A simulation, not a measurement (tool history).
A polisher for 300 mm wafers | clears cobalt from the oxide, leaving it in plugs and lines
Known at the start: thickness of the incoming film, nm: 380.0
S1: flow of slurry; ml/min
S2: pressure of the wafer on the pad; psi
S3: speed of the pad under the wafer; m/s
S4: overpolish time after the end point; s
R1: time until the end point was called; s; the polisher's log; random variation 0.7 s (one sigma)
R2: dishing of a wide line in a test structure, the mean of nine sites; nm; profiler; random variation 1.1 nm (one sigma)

{"run": 1, "hour": 0.0, "S1": 130, "S2": 2.0, "S3": 0.9, "S4": 23, "R1": 69.482, "R2": 53.974}
{"run": 2, "hour": 2.2, "S1": 130, "S2": 2.1, "S3": 0.9, "S4": 22, "R1": 65.931, "R2": 55.526}
{"run": 3, "hour": 5.6, "S1": 130, "S2": 2.1, "S3": 0.9, "S4": 26, "R1": 65.665, "R2": 60.691}
{"run": 4, "hour": 8.0, "S1": 130, "S2": 2.1, "S3": 0.9, "S4": 24, "R1": 67.672, "R2": 59.541}
{"run": 5, "hour": 13.5, "S1": 130, "S2": 2.3, "S3": 0.9, "S4": 24, "R1": 62.401, "R2": 59.848}
{"run": 6, "hour": 19.0, "S1": 130, "S2": 2.3, "S3": 0.76, "S4": 24, "R1": 74.865, "R2": 56.861}
{"run": 7, "hour": 26.4, "S1": 130, "S2": 2.3, "S3": 0.76, "S4": 24, "R1": 75.89, "R2": 54.778}
{"run": 8, "hour": 28.6, "S1": 130, "S2": 2.4, "S3": 0.76, "S4": 22, "R1": 70.872, "R2": 54.526}
{"run": 9, "hour": 29.9, "S1": 130, "S2": 2.5, "S3": 0.76, "S4": 21, "R1": 69.609, "R2": 54.205}
{"run": 10, "hour": 36.0, "S1": 130, "S2": 2.6, "S3": 0.76, "S4": 20, "R1": 65.808, "R2": 53.246}

The next listed run, before its measurement:
{"run": 11, "hour": 42.7, "S1": 145, "S2": 3.0, "S3": 0.76, "S4": 11, "R1": "?", "R2": "?"}

Run 11 gave R1 59.159 s, R2 40.588 nm.
